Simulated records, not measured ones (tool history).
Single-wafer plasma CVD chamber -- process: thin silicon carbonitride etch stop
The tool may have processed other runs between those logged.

run	day	RF power (W)	deposition time (s)	mean film thickness on the monitor wafer (Å)
1	0.000	180	18.4	96.169
2	0.279	160	18.4	91.671
3	0.492	140	18.4	86.633
4	0.646	155	18.9	92.518
5	0.679	155	17.5	86.165
6	1.017	140	17.5	82.717
7	1.388	155	18.3	90.160
8	1.725	170	18.8	95.621

Expected results for the next run?
9	1.762	180	19.2	?

mean film thickness on the monitor wafer (Å): 100.220

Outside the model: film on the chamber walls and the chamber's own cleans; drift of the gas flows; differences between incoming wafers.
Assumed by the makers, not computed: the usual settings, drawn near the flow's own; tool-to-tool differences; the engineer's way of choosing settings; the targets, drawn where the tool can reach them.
